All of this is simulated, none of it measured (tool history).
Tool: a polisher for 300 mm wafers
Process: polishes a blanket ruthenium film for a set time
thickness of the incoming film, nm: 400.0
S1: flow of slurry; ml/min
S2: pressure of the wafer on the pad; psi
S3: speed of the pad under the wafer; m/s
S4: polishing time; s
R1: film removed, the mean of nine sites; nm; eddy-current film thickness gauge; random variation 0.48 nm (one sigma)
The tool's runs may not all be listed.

run  hour   S1   S2    S3  S4      R1
  1     0  305  2.5  0.82  44  41.491
  2   2.8  305  2.2  0.82  44  37.947
  3   7.5  305  2.3  0.82  44  38.627
  4   9.3  305  2.4  0.82  44  40.115
     11.6  -- slurry nozzle cleaned
  5  11.6  305  2.5  0.82  44   43.23
  6  20.6  305  2.9  0.82  44  49.176

Run 7 comes next. What will it give?
  7    29  305   3  0.82  44   ?

Run 7 gave R1 49.804 nm.
